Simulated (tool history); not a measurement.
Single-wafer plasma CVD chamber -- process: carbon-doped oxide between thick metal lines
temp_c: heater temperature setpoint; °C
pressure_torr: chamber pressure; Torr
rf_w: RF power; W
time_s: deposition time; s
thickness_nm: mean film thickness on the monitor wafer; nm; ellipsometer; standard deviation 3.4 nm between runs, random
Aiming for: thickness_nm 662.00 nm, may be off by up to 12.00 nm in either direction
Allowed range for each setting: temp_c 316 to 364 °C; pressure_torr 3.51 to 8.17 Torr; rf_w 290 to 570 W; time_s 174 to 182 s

run  hour  temp_c  pressure_torr  rf_w  time_s  thickness_nm
  1   0.0     340           5.84   430     182        822.97
  2   3.8     331           5.84   430     182        831.76
  3  12.1     331           5.46   430     182        833.56
  4  14.4     331           5.46   400     182        786.75
  5  22.7     332           5.37   390     182        762.57
  6  27.7     332           5.37   390     174        723.24
  7  35.9     333           5.21   390     174        722.27
  8  42.6     333           5.21   390     174        722.43
  9  47.5     334           5.06   390     174        721.90
 10  49.4     335           4.93   385     174        711.06
 11  55.9     336           4.81   385     174        704.84
 12  59.1     337           4.70   385     174        698.81

Of the 4 settings listed for the next run, only one would bring every result within its allowed miss of target. Which one?
  A  62.3     320           6.31   360     174             ?
  B  62.3     335           4.37   350     174             ?
  C  62.3     330           3.90   350     182             ?
  D  62.3     339           4.84   370     179             ?

move  thickness_nm
   A        713.61
   B        635.56
   C        663.30
   D        691.13
A: further off than the last run
B: pushes the last run's worst result past its target
C: all results in spec
D: an improvement on the last run, though not all results are within tolerance
So the answer is move C, the one that meets all the targets.
